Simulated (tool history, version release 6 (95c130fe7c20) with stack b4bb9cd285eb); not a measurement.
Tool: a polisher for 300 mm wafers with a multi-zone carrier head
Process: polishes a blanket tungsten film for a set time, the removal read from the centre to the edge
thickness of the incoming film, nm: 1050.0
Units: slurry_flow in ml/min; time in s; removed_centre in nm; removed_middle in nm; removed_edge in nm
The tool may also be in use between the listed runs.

Run 1, hour 0: slurry_flow 150 ml/min, centre_zone 1, middle_zone 1, edge_zone 1, slurry_solids 1, time 50 s. Result: removed_centre 232.81 nm, removed_middle 240.44 nm, removed_edge 238.21 nm.
Run 2, hour 6.2: slurry_flow 150 ml/min, centre_zone 1, middle_zone 1, edge_zone 1, slurry_solids 1, time 39 s. Result: removed_centre 187.6 nm, removed_middle 186.73 nm, removed_edge 184.87 nm.
Run 3, hour 13.2: slurry_flow 125 ml/min, centre_zone 1, middle_zone 1, edge_zone 1, slurry_solids 1, time 39 s. Result: removed_centre 180.04 nm, removed_middle 184.63 nm, removed_edge 180.01 nm.
Run 4, hour 21.6: slurry_flow 135 ml/min, centre_zone 1.02, middle_zone 0.99, edge_zone 1.02, slurry_solids 1.05, time 40 s. Result: removed_centre 190.81 nm, removed_middle 188.21 nm, removed_edge 191.25 nm.
Run 5, hour 30.5: slurry_flow 145 ml/min, centre_zone 1.04, middle_zone 1, edge_zone 1.04, slurry_solids 1.1, time 41 s. Result: removed_centre 211.02 nm, removed_middle 200.59 nm, removed_edge 201.67 nm.
Run 6, hour 31.3: slurry_flow 145 ml/min, centre_zone 1.04, middle_zone 1, edge_zone 1.04, slurry_solids 1.1, time 52 s. Result: removed_centre 262.22 nm, removed_middle 255.57 nm, removed_edge 255.54 nm.
Run 7, hour 32.7: slurry_flow 155 ml/min, centre_zone 1.05, middle_zone 0.99, edge_zone 1.06, slurry_solids 1.1, time 52 s. Result: removed_centre 262.65 nm, removed_middle 261.77 nm, removed_edge 263.45 nm.
Run 8, hour 38.8: slurry_flow 160 ml/min, centre_zone 1.07, middle_zone 0.97, edge_zone 1.07, slurry_solids 1.1, time 52 s. Result: removed_centre 273.91 nm, removed_middle 249.76 nm, removed_edge 267.05 nm.

The next listed run, before its measurement:
Run 9, hour 43.2: slurry_flow 165 ml/min, centre_zone 1.08, middle_zone 0.97, edge_zone 1.08, slurry_solids 1.1, time 52 s. Result: removed_centre ?, removed_middle ?, removed_edge ?.

removed_centre: 284.58 nm
removed_middle: 253.16 nm
removed_edge: 263.73 nm
